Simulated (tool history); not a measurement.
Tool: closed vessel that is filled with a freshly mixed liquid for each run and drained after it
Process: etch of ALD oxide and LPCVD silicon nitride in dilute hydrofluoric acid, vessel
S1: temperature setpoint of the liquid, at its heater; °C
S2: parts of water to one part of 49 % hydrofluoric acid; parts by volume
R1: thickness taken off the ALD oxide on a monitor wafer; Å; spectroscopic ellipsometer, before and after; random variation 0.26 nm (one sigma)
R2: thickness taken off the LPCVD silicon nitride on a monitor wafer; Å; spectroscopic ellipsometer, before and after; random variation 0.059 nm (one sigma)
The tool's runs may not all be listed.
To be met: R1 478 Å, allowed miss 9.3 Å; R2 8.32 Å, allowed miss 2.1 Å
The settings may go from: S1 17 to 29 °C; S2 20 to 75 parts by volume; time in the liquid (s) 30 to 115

Run 1, hour 0: S1 21 °C, S2 45 parts by volume, time in the liquid (s) 60. Result: R1 346.65 Å, R2 5.3115 Å.
Run 2, hour 7: S1 21 °C, S2 55 parts by volume, time in the liquid (s) 60. Result: R1 278.14 Å, R2 4.47 Å.
Run 3, hour 13.7: S1 23.5 °C, S2 50 parts by volume, time in the liquid (s) 60. Result: R1 340.91 Å, R2 5.5454 Å.
Run 4, hour 19.3: S1 20.5 °C, S2 50 parts by volume, time in the liquid (s) 60. Result: R1 299.59 Å, R2 4.1782 Å.
Run 5, hour 22.6: S1 23 °C, S2 50 parts by volume, time in the liquid (s) 60. Result: R1 336.02 Å, R2 5.6053 Å.
Run 6, hour 26.3: S1 23 °C, S2 50 parts by volume, time in the liquid (s) 40. Result: R1 220.4 Å, R2 4.1638 Å.
Run 7, hour 32.4: S1 24.5 °C, S2 40 parts by volume, time in the liquid (s) 40. Result: R1 301.15 Å, R2 4.8519 Å.
Run 8, hour 35.6: S1 26 °C, S2 35 parts by volume, time in the liquid (s) 40. Result: R1 365.53 Å, R2 6.3322 Å.
Run 9, hour 39.6: S1 27 °C, S2 35 parts by volume, time in the liquid (s) 40. Result: R1 379.49 Å, R2 6.1465 Å.
Run 10, hour 45.7: S1 29 °C, S2 25 parts by volume, time in the liquid (s) 40. Result: R1 591.48 Å, R2 11.29 Å.
Run 11, hour 46.3: S1 27.5 °C, S2 25 parts by volume, time in the liquid (s) 40. Result: R1 554.94 Å, R2 10.771 Å.
Run 12, hour 50.8: S1 26 °C, S2 25 parts by volume, time in the liquid (s) 40. Result: R1 521.23 Å, R2 8.6894 Å.
Run 13, hour 59.1: S1 25.5 °C, S2 25 parts by volume, time in the liquid (s) 40. Result: R1 512.63 Å, R2 8.2264 Å.
Run 14, hour 64.3: S1 25 °C, S2 25 parts by volume, time in the liquid (s) 40. Result: R1 502.48 Å, R2 8.0435 Å.
Run 15, hour 68.9: S1 24.5 °C, S2 25 parts by volume, time in the liquid (s) 40. Result: R1 487.6 Å, R2 7.7056 Å.

5 next moves are on the table. One of them brings every result within its allowed miss. Which?
Run A, hour 73.5: S1 20 °C, S2 25 parts by volume, time in the liquid (s) 50. Result: R1 ?, R2 ?.
Run B, hour 73.5: S1 29 °C, S2 40 parts by volume, time in the liquid (s) 55. Result: R1 ?, R2 ?.
Run C, hour 73.5: S1 26.5 °C, S2 30 parts by volume, time in the liquid (s) 45. Result: R1 ?, R2 ?.
Run D, hour 73.5: S1 25.5 °C, S2 30 parts by volume, time in the liquid (s) 45. Result: R1 ?, R2 ?.
Run E, hour 73.5: S1 19.5 °C, S2 20 parts by volume, time in the liquid (s) 40. Result: R1 ?, R2 ?.

move      R1      R2
   A  505.91  7.1436
   B  495.51  9.1754
   C   495.8  8.4243
   D  475.77  7.8771
   E  498.01  6.8235
A: further off than the last run
B: further off than the last run
C: further off than the last run
D: meets every target
E: further off than the last run
Answer: D

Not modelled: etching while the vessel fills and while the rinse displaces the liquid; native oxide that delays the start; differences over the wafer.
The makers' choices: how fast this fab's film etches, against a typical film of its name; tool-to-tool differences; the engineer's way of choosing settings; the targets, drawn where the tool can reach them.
